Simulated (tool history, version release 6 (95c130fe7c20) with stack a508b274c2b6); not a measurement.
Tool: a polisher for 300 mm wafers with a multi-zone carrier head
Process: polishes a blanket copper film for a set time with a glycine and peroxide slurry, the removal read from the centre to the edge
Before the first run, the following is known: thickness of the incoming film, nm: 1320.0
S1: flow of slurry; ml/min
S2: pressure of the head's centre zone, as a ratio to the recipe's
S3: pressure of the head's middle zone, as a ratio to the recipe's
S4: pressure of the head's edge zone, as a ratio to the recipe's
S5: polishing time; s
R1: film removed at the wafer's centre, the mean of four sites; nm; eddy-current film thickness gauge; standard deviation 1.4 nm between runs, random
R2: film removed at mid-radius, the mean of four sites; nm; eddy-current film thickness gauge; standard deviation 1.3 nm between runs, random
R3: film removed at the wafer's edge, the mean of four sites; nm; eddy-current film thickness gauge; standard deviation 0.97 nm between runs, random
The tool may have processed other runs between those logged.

run,day,S1,S2,S3,S4,S5,R1,R2,R3
1,0,295,1,1,1,31,82.049,80.479,77.756
2,0.117,295,0.97,1,1,31,79.54,80.633,78.852
3,0.15,295,0.93,1,1,31,77.166,82.744,79.623
4,0.238,300,0.94,1.02,1.01,32,83.341,86.427,83.306
5,0.279,310,0.93,1.05,1.02,32,81.076,87.67,82.797
6,0.4,310,0.94,1.07,1.02,33,84.469,93.191,84.352

For run 7, what comes out?
7,0.633,315,0.95,1.08,1.03,34,?,?,?

Logged for run 7: R1 86.607 nm, R2 97.275 nm, R3 89.859 nm.

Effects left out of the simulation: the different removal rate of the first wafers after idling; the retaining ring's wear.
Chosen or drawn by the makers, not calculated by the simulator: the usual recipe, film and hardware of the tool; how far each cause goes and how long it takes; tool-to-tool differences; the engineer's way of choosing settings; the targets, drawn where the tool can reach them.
